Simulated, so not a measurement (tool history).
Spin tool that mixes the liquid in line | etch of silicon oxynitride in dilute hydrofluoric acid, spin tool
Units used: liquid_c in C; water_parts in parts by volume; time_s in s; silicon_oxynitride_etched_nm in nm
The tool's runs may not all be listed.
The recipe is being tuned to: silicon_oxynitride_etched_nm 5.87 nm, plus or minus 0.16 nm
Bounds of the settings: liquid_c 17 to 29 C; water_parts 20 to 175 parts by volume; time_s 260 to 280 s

run	day	liquid_c	water_parts	time_s	silicon_oxynitride_etched_nm
1	0	21	95	260	11.255
2	0.333	20	105	260	9.6101
3	0.508	20	75	260	13.527
4	0.858	20	75	280	14.568
5	0.896	23	75	280	17.054
6	1.021	21.5	95	280	12.595
7	1.154	20.5	105	280	10.648
8	1.462	19.5	115	280	9.1618
9	1.721	19	120	280	8.5557
10	1.992	18.5	125	280	7.9817
11	2.338	18	130	280	7.5765
12	2.433	18	135	280	7.2102
13	2.733	18	140	280	6.8922
14	3	18	145	280	6.5892
15	3.062	17.5	150	280	6.3019

5 next moves are on the table. One of them brings every result within its allowed miss. Which?
A	3.125	17	160	270	?
B	3.125	18	160	260	?
C	3.125	17	130	265	?
D	3.125	18.5	160	270	?
E	3.125	17.5	155	260	?

move	silicon_oxynitride_etched_nm
A	5.4895
B	5.5491
C	6.7557
D	5.9031
E	5.6086
A: carries the result that was furthest off beyond its target, to the other side
B: carries the result that was furthest off beyond its target, to the other side
C: its largest miss is bigger than the last run's
D: all results in spec
E: carries the result that was furthest off beyond its target, to the other side
Move D is the one to make.
